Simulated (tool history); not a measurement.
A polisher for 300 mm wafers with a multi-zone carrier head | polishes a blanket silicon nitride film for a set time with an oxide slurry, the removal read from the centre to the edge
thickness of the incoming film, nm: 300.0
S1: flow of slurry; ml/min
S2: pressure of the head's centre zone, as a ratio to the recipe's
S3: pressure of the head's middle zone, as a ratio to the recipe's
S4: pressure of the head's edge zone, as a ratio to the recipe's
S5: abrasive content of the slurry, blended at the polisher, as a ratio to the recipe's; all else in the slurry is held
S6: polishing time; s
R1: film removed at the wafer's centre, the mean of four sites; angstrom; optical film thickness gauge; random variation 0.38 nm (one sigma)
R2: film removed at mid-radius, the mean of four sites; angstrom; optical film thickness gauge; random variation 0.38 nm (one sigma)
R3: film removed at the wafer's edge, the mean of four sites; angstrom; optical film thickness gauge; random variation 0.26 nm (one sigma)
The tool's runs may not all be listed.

| run | hour | S1 | S2 | S3 | S4 | S5 | S6 | R1 | R2 | R3 |
|---|---|---|---|---|---|---|---|---|---|---|
| 1 | 0 | 275 | 1 | 1 | 1 | 1 | 45 | 431.19 | 427.2 | 433.62 |
| 2 | 1.3 | 275 | 1.01 | 0.97 | 0.98 | 0.9 | 45 | 415.83 | 396.69 | 408.96 |
| 3 | 8.7 | 270 | 1.01 | 0.95 | 0.96 | 0.85 | 45 | 393.61 | 372.56 | 393.15 |
| 4 | 10.1 | 270 | 1.01 | 0.95 | 0.96 | 1.05 | 45 | 455.31 | 409.78 | 437.98 |
| 5 | 18.5 | 270 | 1.02 | 0.94 | 0.94 | 1 | 45 | 440.47 | 401.62 | 423.08 |
| 6 | 27.2 | 270 | 1.03 | 0.92 | 0.93 | 0.95 | 45 | 430.96 | 381.61 | 408.59 |

Run 7 comes next. What will it give?
| 7 | 35.7 | 270 | 1.04 | 0.91 | 0.92 | 0.9 | 45 | ? | ? | ? |

R1: 414.84 angstrom
R2: 365.34 angstrom
R3: 402 angstrom
